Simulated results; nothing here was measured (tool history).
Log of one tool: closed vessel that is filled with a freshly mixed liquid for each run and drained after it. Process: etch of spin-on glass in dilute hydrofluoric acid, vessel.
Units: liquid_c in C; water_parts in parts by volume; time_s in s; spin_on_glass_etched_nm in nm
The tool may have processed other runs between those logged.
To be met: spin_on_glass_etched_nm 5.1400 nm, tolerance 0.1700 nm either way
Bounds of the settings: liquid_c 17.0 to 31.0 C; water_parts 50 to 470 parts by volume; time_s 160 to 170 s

Run 1, day 0.000: liquid_c 23.0 C, water_parts 260 parts by volume, time_s 160 s. Result: spin_on_glass_etched_nm 11.9600 nm.
Run 2, day 0.217: liquid_c 22.0 C, water_parts 290 parts by volume, time_s 160 s. Result: spin_on_glass_etched_nm 9.9606 nm.
Run 3, day 0.350: liquid_c 22.0 C, water_parts 355 parts by volume, time_s 160 s. Result: spin_on_glass_etched_nm 7.6086 nm.
Run 4, day 0.562: liquid_c 21.0 C, water_parts 365 parts by volume, time_s 160 s. Result: spin_on_glass_etched_nm 7.1108 nm.
Run 5, day 0.846: liquid_c 19.0 C, water_parts 365 parts by volume, time_s 160 s. Result: spin_on_glass_etched_nm 6.6463 nm.
At day 0.933: thermometer replaced.
Run 6, day 0.933: liquid_c 20.5 C, water_parts 365 parts by volume, time_s 160 s. Result: spin_on_glass_etched_nm 6.6017 nm.
Run 7, day 1.250: liquid_c 20.0 C, water_parts 370 parts by volume, time_s 160 s. Result: spin_on_glass_etched_nm 6.3851 nm.
Run 8, day 1.525: liquid_c 19.5 C, water_parts 375 parts by volume, time_s 160 s. Result: spin_on_glass_etched_nm 6.1761 nm.
Run 9, day 1.888: liquid_c 19.0 C, water_parts 380 parts by volume, time_s 160 s. Result: spin_on_glass_etched_nm 5.9890 nm.

Consider the 5 candidate settings below. Which is the only one whose results all fall within their allowed miss of target?
Run A, day 2.250: liquid_c 17.5 C, water_parts 390 parts by volume, time_s 170 s. Result: spin_on_glass_etched_nm ?.
Run B, day 2.250: liquid_c 17.0 C, water_parts 400 parts by volume, time_s 160 s. Result: spin_on_glass_etched_nm ?.
Run C, day 2.250: liquid_c 17.5 C, water_parts 380 parts by volume, time_s 160 s. Result: spin_on_glass_etched_nm ?.
Run D, day 2.250: liquid_c 18.5 C, water_parts 365 parts by volume, time_s 165 s. Result: spin_on_glass_etched_nm ?.
Run E, day 2.250: liquid_c 17.5 C, water_parts 345 parts by volume, time_s 170 s. Result: spin_on_glass_etched_nm ?.

move  spin_on_glass_etched_nm
   A                   5.7615
   B                   5.1520
   C                   5.6095
   D                   6.3201
   E                   6.7524
A: gains on the last run, yet a result remains outside its allowed miss
B: every result lands within tolerance
C: gains on the last run, yet a result remains outside its allowed miss
D: further off than the last run
E: further off than the last run
Correct choice: B, which meets every target

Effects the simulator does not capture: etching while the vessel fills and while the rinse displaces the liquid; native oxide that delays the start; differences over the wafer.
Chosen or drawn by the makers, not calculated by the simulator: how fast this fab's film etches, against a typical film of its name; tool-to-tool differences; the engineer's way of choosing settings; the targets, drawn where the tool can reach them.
